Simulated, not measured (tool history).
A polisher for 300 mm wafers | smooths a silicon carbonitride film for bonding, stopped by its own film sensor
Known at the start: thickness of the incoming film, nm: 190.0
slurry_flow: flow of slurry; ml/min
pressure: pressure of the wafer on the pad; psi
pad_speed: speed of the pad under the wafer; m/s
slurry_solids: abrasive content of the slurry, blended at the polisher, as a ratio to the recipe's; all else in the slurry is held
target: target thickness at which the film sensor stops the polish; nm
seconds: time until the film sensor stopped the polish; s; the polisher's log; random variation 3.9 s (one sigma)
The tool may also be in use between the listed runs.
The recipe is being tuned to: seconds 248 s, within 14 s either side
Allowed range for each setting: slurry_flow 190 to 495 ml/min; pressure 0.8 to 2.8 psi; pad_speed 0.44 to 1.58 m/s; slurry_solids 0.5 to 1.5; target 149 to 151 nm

Run 1, day 0: slurry_flow 320 ml/min, pressure 1.8 psi, pad_speed 1 m/s, slurry_solids 1, target 151 nm. Result: seconds 169.52 s.
Run 2, day 0.167: slurry_flow 320 ml/min, pressure 2 psi, pad_speed 1 m/s, slurry_solids 1, target 151 nm. Result: seconds 151.51 s.
Run 3, day 0.279: slurry_flow 320 ml/min, pressure 2 psi, pad_speed 1.14 m/s, slurry_solids 1, target 151 nm. Result: seconds 143.83 s.
Run 4, day 0.438: slurry_flow 245 ml/min, pressure 2 psi, pad_speed 1.14 m/s, slurry_solids 1, target 151 nm. Result: seconds 150.11 s.
Run 5, day 0.808: slurry_flow 245 ml/min, pressure 2 psi, pad_speed 1.04 m/s, slurry_solids 1, target 151 nm. Result: seconds 150.12 s.
Run 6, day 0.879: slurry_flow 245 ml/min, pressure 2.2 psi, pad_speed 1.04 m/s, slurry_solids 1, target 151 nm. Result: seconds 135.28 s.
Run 7, day 1.125: slurry_flow 245 ml/min, pressure 2 psi, pad_speed 1.02 m/s, slurry_solids 1, target 151 nm. Result: seconds 155.59 s.
Run 8, day 1.192: slurry_flow 245 ml/min, pressure 1.9 psi, pad_speed 1 m/s, slurry_solids 1, target 151 nm. Result: seconds 170.34 s.
Run 9, day 1.296: slurry_flow 245 ml/min, pressure 1.8 psi, pad_speed 1 m/s, slurry_solids 1, target 151 nm. Result: seconds 173.81 s.

Of the 4 settings listed for the next run, only one would bring every result within its allowed miss of target. Which one?
Run A, day 1.4: slurry_flow 295 ml/min, pressure 2 psi, pad_speed 1.12 m/s, slurry_solids 1.15, target 151 nm. Result: seconds ?.
Run B, day 1.4: slurry_flow 340 ml/min, pressure 1.5 psi, pad_speed 0.94 m/s, slurry_solids 1.05, target 149 nm. Result: seconds ?.
Run C, day 1.4: slurry_flow 265 ml/min, pressure 1.5 psi, pad_speed 0.88 m/s, slurry_solids 0.9, target 149 nm. Result: seconds ?.
Run D, day 1.4: slurry_flow 270 ml/min, pressure 1.3 psi, pad_speed 0.76 m/s, slurry_solids 1, target 151 nm. Result: seconds ?.

move  seconds
   A   139.85
   B   221.38
   C   252.56
   D   281.04
A: lands further from the targets than the last run did
B: gains on the last run, yet a result remains outside its allowed miss
C: each result inside its tolerance
D: the result that was furthest off in the last run now lies on the other side of its target
The right move is C.
